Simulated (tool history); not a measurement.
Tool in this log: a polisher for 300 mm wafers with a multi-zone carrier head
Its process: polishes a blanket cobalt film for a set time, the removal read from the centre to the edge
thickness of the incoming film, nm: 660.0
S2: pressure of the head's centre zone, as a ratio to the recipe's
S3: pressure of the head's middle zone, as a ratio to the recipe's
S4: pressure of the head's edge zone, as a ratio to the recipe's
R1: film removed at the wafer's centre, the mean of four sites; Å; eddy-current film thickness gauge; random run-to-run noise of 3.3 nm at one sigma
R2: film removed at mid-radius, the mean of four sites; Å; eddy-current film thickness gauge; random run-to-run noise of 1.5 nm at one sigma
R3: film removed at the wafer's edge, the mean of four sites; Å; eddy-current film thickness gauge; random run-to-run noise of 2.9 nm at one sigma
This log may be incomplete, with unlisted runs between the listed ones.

{"run": 1, "hour": 0.0, "flow of slurry (ml/min)": 300, "S2": 1, "S3": 1, "S4": 1, "polishing time (s)": 60, "R1": 1853, "R2": 1849.8, "R3": 1835.6}
{"run": 2, "hour": 5.2, "flow of slurry (ml/min)": 300, "S2": 1.03, "S3": 0.98, "S4": 1.02, "polishing time (s)": 61, "R1": 1970.3, "R2": 1853.7, "R3": 1858.2}
{"run": 3, "hour": 13.6, "flow of slurry (ml/min)": 300, "S2": 1.04, "S3": 0.95, "S4": 1.04, "polishing time (s)": 62, "R1": 1952.7, "R2": 1778.2, "R3": 1952.7}
{"run": 4, "hour": 18.4, "flow of slurry (ml/min)": 340, "S2": 1.04, "S3": 0.95, "S4": 1.04, "polishing time (s)": 62, "R1": 1976.6, "R2": 1859.8, "R3": 1966.3}
{"hour": 23.1, "done": "worn pad replaced by a new one"}
{"run": 5, "hour": 23.1, "flow of slurry (ml/min)": 330, "S2": 1.06, "S3": 0.94, "S4": 1.05, "polishing time (s)": 62, "R1": 2297.6, "R2": 2034.6, "R3": 2171.7}
{"run": 6, "hour": 26.3, "flow of slurry (ml/min)": 330, "S2": 1, "S3": 0.94, "S4": 1.05, "polishing time (s)": 62, "R1": 2125.2, "R2": 2009, "R3": 2213.4}
{"run": 7, "hour": 27.2, "flow of slurry (ml/min)": 315, "S2": 1.02, "S3": 0.93, "S4": 1.06, "polishing time (s)": 62, "R1": 2214.7, "R2": 2012.3, "R3": 2143}

The next listed run, before its measurement:
{"run": 8, "hour": 33.4, "flow of slurry (ml/min)": 315, "S2": 1.02, "S3": 0.93, "S4": 1.06, "polishing time (s)": 62, "R1": "?", "R2": "?", "R3": "?"}

Run 8 gave R1 2201.5 Å, R2 2007 Å, R3 2159.9 Å.
